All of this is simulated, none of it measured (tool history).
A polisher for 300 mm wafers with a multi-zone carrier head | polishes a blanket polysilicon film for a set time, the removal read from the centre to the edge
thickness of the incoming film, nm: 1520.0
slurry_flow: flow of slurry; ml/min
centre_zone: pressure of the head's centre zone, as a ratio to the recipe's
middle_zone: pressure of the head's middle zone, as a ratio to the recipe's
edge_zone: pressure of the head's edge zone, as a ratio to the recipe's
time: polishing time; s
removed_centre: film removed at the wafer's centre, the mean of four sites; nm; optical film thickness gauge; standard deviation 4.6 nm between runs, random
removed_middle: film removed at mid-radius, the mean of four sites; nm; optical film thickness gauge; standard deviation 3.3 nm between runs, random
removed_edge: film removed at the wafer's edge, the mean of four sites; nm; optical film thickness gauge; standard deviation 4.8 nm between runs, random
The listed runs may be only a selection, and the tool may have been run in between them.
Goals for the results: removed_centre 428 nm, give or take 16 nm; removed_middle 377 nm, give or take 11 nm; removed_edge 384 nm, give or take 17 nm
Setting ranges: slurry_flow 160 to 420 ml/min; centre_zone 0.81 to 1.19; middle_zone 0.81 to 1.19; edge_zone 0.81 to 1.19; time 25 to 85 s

| run | hour | slurry_flow | centre_zone | middle_zone | edge_zone | time | removed_centre | removed_middle | removed_edge |
|---|---|---|---|---|---|---|---|---|---|
| 1 | 0 | 270 | 1 | 1 | 1 | 55 | 665.95 | 635.37 | 668.76 |
| 2 | 5.4 | 270 | 1 | 1.08 | 1 | 55 | 674.98 | 683.77 | 662.45 |
| 3 | 9.3 | 330 | 1 | 1.08 | 1 | 55 | 682.84 | 695.11 | 670.53 |
| 4 | 12.9 | 300 | 1 | 1.08 | 1 | 55 | 682.54 | 682.43 | 652.51 |
| 5 | 14.7 | 300 | 1.01 | 1.06 | 0.98 | 50 | 626.14 | 606.75 | 596.19 |
| 6 | 19.7 | 300 | 1.01 | 0.98 | 0.98 | 50 | 632.53 | 586.51 | 604.76 |
| 7 | 24.8 | 300 | 1.01 | 0.97 | 0.96 | 46 | 577.1 | 530.43 | 538.87 |
| 8 | 33.2 | 295 | 1 | 0.95 | 0.94 | 44 | 543.99 | 495.55 | 511.79 |
|  | 34.1 | centre zone pressure recalibrated |
| 9 | 34.1 | 300 | 1 | 0.94 | 0.92 | 42 | 493.16 | 464.15 | 489.69 |

Next run, 4 choices. One meets every target within its allowed miss, the rest don't. Which?
| A | 35 | 275 | 1.13 | 1.01 | 0.99 | 32 | ? | ? | ? |
| B | 35 | 265 | 0.92 | 0.89 | 1.01 | 36 | ? | ? | ? |
| C | 35 | 245 | 0.95 | 0.91 | 0.89 | 39 | ? | ? | ? |
| D | 35 | 300 | 0.9 | 0.87 | 0.96 | 36 | ? | ? | ? |

| move | removed_centre | removed_middle | removed_edge |
|---|---|---|---|
| A | 422.82 | 374.18 | 386.38 |
| B | 389.63 | 379.76 | 438.54 |
| C | 431.91 | 415.88 | 445.25 |
| D | 385.87 | 376.91 | 431.4 |
A: hits every target within its allowed miss
B: meets the target for the result that was furthest off, but another lies outside its allowed miss
C: nearer than the last run, and not there yet
D: meets the target for the result that was furthest off, but another lies outside its allowed miss
Move A is the one to make.
